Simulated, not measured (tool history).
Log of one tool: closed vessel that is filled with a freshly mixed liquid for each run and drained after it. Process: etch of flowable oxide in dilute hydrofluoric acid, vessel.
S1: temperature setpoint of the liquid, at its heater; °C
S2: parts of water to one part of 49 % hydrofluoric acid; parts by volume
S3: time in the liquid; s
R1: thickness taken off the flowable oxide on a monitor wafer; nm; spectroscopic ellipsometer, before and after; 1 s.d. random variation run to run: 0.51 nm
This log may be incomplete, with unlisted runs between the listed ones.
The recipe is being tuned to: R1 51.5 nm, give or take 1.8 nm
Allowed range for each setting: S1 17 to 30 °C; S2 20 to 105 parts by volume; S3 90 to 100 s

run	hour	S1	S2	S3	R1
1	0	22	55	90	39.072
2	6.1	22	55	90	39.04
3	8.9	22	70	90	30.205
4	14.3	23.5	70	90	31.921
5	19.3	24.5	70	90	33.272
6	25.2	25.5	70	90	35.33
7	28.2	26	70	90	35.037
8	33.8	26.5	65	90	39.286
9	35.6	30	55	90	53.492

Which of these 4 next moves meets every target?
A	37.4	28.5	50	90	?
B	37.4	29	60	90	?
C	37.4	29.5	60	90	?
D	37.4	30	60	95	?

move	R1
A	55.439
B	46.361
C	47.271
D	50.872
A: moves away from the targets compared with the last run
B: carries the result that was furthest off beyond its target, to the other side
C: carries the result that was furthest off beyond its target, to the other side
D: hits every target within its allowed miss
Answer: D
